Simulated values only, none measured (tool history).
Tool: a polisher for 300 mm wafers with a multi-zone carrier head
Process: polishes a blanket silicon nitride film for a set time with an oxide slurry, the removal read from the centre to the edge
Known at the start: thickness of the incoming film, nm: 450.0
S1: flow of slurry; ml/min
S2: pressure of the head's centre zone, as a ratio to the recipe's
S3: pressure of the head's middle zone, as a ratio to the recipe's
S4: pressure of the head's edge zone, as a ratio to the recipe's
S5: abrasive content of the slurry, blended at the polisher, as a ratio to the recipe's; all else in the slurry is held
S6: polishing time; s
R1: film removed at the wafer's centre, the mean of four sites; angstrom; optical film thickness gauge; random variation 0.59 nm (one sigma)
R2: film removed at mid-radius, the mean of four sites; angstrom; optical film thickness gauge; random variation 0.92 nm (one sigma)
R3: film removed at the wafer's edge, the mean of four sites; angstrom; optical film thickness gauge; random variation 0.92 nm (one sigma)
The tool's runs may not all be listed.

run,hour,S1,S2,S3,S4,S5,S6,R1,R2,R3
1,0,190,1,1,1,1,69,630.15,637.43,636.34
2,6.9,195,1,1.01,1.02,1.05,69,645.68,673.98,649.15
3,12.9,195,1,0.93,1.02,1.05,69,648.22,637.08,652.93
4,15.5,195,1,0.86,1.02,1.05,69,650.17,599.36,652.34
5,21.1,235,1,0.86,1.02,1.05,69,673.9,622.25,673.51
6,27.3,240,1,0.88,1.04,1.1,69,683.74,652.07,694.4
7,31.4,245,1,0.89,1.06,1.15,69,696.05,671.26,712.53
8,37.8,245,1,0.9,1.07,1.2,69,719.35,676.42,728.62
9,38.3,245,1,0.9,1.07,1.2,69,715.04,665.55,736.28

The next listed run, before its measurement:
10,39.7,255,0.99,1,1.17,1.45,70,?,?,?

Run 10 gave R1 777.28 angstrom, R2 796.25 angstrom, R3 834.42 angstrom.

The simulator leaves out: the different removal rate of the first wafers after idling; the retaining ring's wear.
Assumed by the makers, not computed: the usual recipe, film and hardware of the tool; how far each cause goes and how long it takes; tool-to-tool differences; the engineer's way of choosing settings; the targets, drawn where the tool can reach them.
